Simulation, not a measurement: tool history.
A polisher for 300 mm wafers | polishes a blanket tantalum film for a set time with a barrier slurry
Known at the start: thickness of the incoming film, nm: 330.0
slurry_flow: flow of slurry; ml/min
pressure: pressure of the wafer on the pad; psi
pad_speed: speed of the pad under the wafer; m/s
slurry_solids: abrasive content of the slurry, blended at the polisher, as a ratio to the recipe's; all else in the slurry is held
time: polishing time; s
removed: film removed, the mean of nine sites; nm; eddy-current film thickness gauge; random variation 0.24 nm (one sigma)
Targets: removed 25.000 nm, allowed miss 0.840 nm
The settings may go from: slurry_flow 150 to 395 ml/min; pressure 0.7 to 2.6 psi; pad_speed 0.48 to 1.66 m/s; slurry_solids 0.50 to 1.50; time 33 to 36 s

run 1 hour=0.0 | slurry_flow=250 pressure=1.6 pad_speed=1.06 slurry_solids=1.00 time=36 | removed=45.558
run 2 hour=8.6 | slurry_flow=250 pressure=1.4 pad_speed=1.06 slurry_solids=1.00 time=36 | removed=39.746
run 3 hour=15.7 | slurry_flow=250 pressure=1.4 pad_speed=1.06 slurry_solids=1.00 time=33 | removed=36.489
run 4 hour=17.0 | slurry_flow=250 pressure=1.3 pad_speed=1.06 slurry_solids=1.00 time=33 | removed=34.311
run 5 hour=22.9 | slurry_flow=250 pressure=1.2 pad_speed=1.06 slurry_solids=1.00 time=33 | removed=31.338
run 6 hour=25.5 | slurry_flow=250 pressure=1.1 pad_speed=1.06 slurry_solids=1.00 time=33 | removed=29.613
run 7 hour=33.3 | slurry_flow=250 pressure=1.0 pad_speed=1.06 slurry_solids=1.00 time=33 | removed=27.145
run 8 hour=38.9 | slurry_flow=250 pressure=1.0 pad_speed=1.06 slurry_solids=1.00 time=33 | removed=26.936

Which of these 5 next moves meets every target?
run A hour=44.5 | slurry_flow=300 pressure=1.2 pad_speed=0.74 slurry_solids=0.65 time=33 | removed=?
run B hour=44.5 | slurry_flow=250 pressure=0.8 pad_speed=0.98 slurry_solids=1.10 time=36 | removed=?
run C hour=44.5 | slurry_flow=235 pressure=0.8 pad_speed=1.14 slurry_solids=0.95 time=36 | removed=?
run D hour=44.5 | slurry_flow=170 pressure=1.0 pad_speed=0.92 slurry_solids=0.95 time=33 | removed=?
run E hour=44.5 | slurry_flow=280 pressure=1.0 pad_speed=0.90 slurry_solids=0.85 time=33 | removed=?

move=A removed=22.868
move=B removed=23.129
move=C removed=24.529
move=D removed=23.061
move=E removed=23.275
A: takes the result that was furthest off past its target
B: takes the result that was furthest off past its target
C: meets every target
D: takes the result that was furthest off past its target
E: takes the result that was furthest off past its target
Answer: C
